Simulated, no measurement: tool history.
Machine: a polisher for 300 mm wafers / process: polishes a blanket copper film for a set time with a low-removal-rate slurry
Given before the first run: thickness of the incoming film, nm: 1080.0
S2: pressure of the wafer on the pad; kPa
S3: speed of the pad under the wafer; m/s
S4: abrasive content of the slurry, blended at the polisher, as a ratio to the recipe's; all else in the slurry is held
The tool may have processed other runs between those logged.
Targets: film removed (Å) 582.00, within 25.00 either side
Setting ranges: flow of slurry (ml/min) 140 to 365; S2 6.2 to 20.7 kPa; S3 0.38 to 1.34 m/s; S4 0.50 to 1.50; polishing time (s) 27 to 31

run 1 day=0.000 | flow_of_slurry_(ml/min)=235 S2=13.1 S3=0.86 S4=1.00 polishing_time_(s)=31 | film_removed_(Å)=428.73
run 2 day=0.233 | flow_of_slurry_(ml/min)=235 S2=11.0 S3=0.86 S4=1.00 polishing_time_(s)=31 | film_removed_(Å)=350.80
run 3 day=0.562 | flow_of_slurry_(ml/min)=285 S2=11.0 S3=0.86 S4=1.00 polishing_time_(s)=31 | film_removed_(Å)=360.73
run 4 day=0.842 | flow_of_slurry_(ml/min)=285 S2=11.0 S3=0.86 S4=0.80 polishing_time_(s)=31 | film_removed_(Å)=354.49
run 5 day=1.188 | flow_of_slurry_(ml/min)=285 S2=11.0 S3=0.78 S4=0.80 polishing_time_(s)=31 | film_removed_(Å)=314.37
run 6 day=1.408 | flow_of_slurry_(ml/min)=230 S2=11.0 S3=0.78 S4=0.80 polishing_time_(s)=31 | film_removed_(Å)=301.46
run 7 day=1.608 | flow_of_slurry_(ml/min)=245 S2=15.2 S3=0.82 S4=0.80 polishing_time_(s)=31 | film_removed_(Å)=440.69
run 8 day=1.800 | flow_of_slurry_(ml/min)=245 S2=15.9 S3=0.82 S4=0.80 polishing_time_(s)=31 | film_removed_(Å)=468.32
run 9 day=2.108 | flow_of_slurry_(ml/min)=245 S2=16.5 S3=0.82 S4=0.80 polishing_time_(s)=31 | film_removed_(Å)=487.60
run 10 day=2.146 | flow_of_slurry_(ml/min)=245 S2=17.2 S3=0.82 S4=0.80 polishing_time_(s)=31 | film_removed_(Å)=496.32
run 11 day=2.300 | flow_of_slurry_(ml/min)=245 S2=17.9 S3=0.82 S4=0.80 polishing_time_(s)=31 | film_removed_(Å)=525.03
run 12 day=2.579 | flow_of_slurry_(ml/min)=245 S2=17.9 S3=0.82 S4=0.80 polishing_time_(s)=31 | film_removed_(Å)=525.30
run 13 day=2.675 | flow_of_slurry_(ml/min)=245 S2=18.6 S3=0.82 S4=0.80 polishing_time_(s)=31 | film_removed_(Å)=539.06

5 next moves are on the table. One of them brings every result within its allowed miss. Which?
run A day=2.771 | flow_of_slurry_(ml/min)=270 S2=20.0 S3=0.80 S4=0.50 polishing_time_(s)=31 | film_removed_(Å)=?
run B day=2.771 | flow_of_slurry_(ml/min)=245 S2=18.6 S3=0.80 S4=0.80 polishing_time_(s)=29 | film_removed_(Å)=?
run C day=2.771 | flow_of_slurry_(ml/min)=275 S2=19.3 S3=0.84 S4=0.55 polishing_time_(s)=31 | film_removed_(Å)=?
run D day=2.771 | flow_of_slurry_(ml/min)=230 S2=20.0 S3=0.78 S4=1.00 polishing_time_(s)=31 | film_removed_(Å)=?
run E day=2.771 | flow_of_slurry_(ml/min)=220 S2=19.3 S3=0.80 S4=0.90 polishing_time_(s)=30 | film_removed_(Å)=?

move=A film_removed_(Å)=514.27
move=B film_removed_(Å)=492.53
move=C film_removed_(Å)=532.53
move=D film_removed_(Å)=575.67
move=E film_removed_(Å)=536.50
A: further off than the last run
B: further off than the last run
C: further off than the last run
D: every result within its allowed miss
E: further off than the last run
So the answer is move D, the one that meets all the targets.
